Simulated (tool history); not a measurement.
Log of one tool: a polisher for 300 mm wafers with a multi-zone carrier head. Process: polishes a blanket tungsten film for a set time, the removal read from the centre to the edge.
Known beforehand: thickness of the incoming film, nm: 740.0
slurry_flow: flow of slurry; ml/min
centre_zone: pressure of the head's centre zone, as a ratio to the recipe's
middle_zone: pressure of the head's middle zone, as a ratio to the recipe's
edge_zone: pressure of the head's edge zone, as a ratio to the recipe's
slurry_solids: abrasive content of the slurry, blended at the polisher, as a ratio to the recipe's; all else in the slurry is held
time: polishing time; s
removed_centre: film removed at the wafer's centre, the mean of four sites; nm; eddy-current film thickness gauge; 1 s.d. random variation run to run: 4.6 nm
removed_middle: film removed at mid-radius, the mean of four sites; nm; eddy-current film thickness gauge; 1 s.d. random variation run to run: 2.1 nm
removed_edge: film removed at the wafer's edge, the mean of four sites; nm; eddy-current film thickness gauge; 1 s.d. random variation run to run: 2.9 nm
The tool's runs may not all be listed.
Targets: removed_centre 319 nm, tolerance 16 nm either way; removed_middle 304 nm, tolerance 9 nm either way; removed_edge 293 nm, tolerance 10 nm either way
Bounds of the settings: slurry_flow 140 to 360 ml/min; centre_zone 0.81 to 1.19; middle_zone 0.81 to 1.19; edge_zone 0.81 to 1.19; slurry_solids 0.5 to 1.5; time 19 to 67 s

run    day  slurry_flow  centre_zone  middle_zone  edge_zone  slurry_solids  time  removed_centre  removed_middle  removed_edge
  1      0          230            1            1          1              1    43          242.99          251.18        258.57
  2  0.271          240         1.03         1.02       1.02           1.05    43          259.69          256.24        263.53
  3   0.35          245         1.04         1.05       1.03            1.1    43          272.91          268.73        267.14
  4    0.4          250         1.05         1.06       1.05           1.15    43          270.27          272.16        274.71
  5  0.504          250         1.05         1.06       0.97           1.15    43          270.45          276.89        261.65
  6  0.846          255         1.06         1.07       0.99            1.2    43          279.44          282.97        270.58
  7  0.896          260         1.07         1.08          1           1.25    43          290.35          288.58        270.59
  8  0.946          265         1.07         1.08       1.02           1.25    43          287.64          292.87        279.86
  9  1.158          270         1.08         1.08       1.03           1.25    43          287.93          288.32        280.79
 10  1.442          275          1.1         1.09       1.03           1.25    43          298.28          293.66        281.71
 11  1.658          280         1.11         1.09       1.03           1.25    43          296.31          291.33           276

Pick the move, out of 4, that brings all results within their allowed miss; only one does.
  A  1.875          265         1.01         1.14       1.06            1.4    38               ?               ?             ?
  B  1.875          275         1.11         1.07       1.12            1.2    42               ?               ?             ?
  C  1.875          310         1.13         1.07       1.01            1.3    44               ?               ?             ?
  D  1.875          265         1.07         1.09       1.09           1.25    42               ?               ?             ?

move  removed_centre  removed_middle  removed_edge
   A          241.56          273.22        259.05
   B           279.8           275.9        283.24
   C          308.33          298.88        291.97
   D          272.54          282.12        281.72
A: the biggest miss grows against the last run
B: corrects the largest miss of the last run, while another result sits out of spec
C: every result within its allowed miss
D: the biggest miss grows against the last run
So the answer is move C, the one that meets all the targets.

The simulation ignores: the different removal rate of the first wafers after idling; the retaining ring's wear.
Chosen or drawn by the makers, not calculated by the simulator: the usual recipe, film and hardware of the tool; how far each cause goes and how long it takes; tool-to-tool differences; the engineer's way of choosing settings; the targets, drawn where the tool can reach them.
